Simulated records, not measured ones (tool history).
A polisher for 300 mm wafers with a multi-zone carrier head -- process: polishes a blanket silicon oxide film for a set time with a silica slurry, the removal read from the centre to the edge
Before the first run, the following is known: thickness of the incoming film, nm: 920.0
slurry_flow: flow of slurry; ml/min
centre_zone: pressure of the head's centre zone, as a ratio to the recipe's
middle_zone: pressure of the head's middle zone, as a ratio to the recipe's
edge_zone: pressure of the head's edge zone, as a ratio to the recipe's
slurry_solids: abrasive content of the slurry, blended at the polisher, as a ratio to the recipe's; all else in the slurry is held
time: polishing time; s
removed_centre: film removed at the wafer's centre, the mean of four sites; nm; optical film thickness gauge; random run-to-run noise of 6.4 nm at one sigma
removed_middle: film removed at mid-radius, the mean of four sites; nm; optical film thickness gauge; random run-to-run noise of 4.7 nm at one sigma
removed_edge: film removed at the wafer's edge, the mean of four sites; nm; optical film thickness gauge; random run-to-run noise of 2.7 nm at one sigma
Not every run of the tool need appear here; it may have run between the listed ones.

Run 1, hour 0.0: slurry_flow 235 ml/min, centre_zone 1.00, middle_zone 1.00, edge_zone 1.00, slurry_solids 1.00, time 70 s. Result: removed_centre 254.96 nm, removed_middle 258.94 nm, removed_edge 261.27 nm.
Run 2, hour 6.3: slurry_flow 235 ml/min, centre_zone 1.00, middle_zone 1.05, edge_zone 1.00, slurry_solids 1.00, time 70 s. Result: removed_centre 262.81 nm, removed_middle 267.56 nm, removed_edge 261.22 nm.
Run 3, hour 13.5: slurry_flow 235 ml/min, centre_zone 1.00, middle_zone 1.05, edge_zone 1.00, slurry_solids 1.00, time 62 s. Result: removed_centre 232.99 nm, removed_middle 235.31 nm, removed_edge 233.95 nm.
Run 4, hour 20.8: slurry_flow 240 ml/min, centre_zone 1.03, middle_zone 1.02, edge_zone 1.03, slurry_solids 1.10, time 66 s. Result: removed_centre 257.95 nm, removed_middle 264.48 nm, removed_edge 262.09 nm.
Run 5, hour 26.1: slurry_flow 240 ml/min, centre_zone 1.03, middle_zone 1.02, edge_zone 1.03, slurry_solids 1.20, time 66 s. Result: removed_centre 272.67 nm, removed_middle 274.13 nm, removed_edge 278.74 nm.
Run 6, hour 31.0: slurry_flow 230 ml/min, centre_zone 1.06, middle_zone 0.98, edge_zone 1.04, slurry_solids 1.25, time 70 s. Result: removed_centre 313.47 nm, removed_middle 291.09 nm, removed_edge 302.03 nm.

Run 7, settings as shown, results not yet in. Your forecast:
Run 7, hour 39.5: slurry_flow 230 ml/min, centre_zone 1.07, middle_zone 0.96, edge_zone 1.06, slurry_solids 1.30, time 72 s. Result: removed_centre ?, removed_middle ?, removed_edge ?.

Logged for run 7: removed_centre 328.80 nm, removed_middle 292.05 nm, removed_edge 320.53 nm.
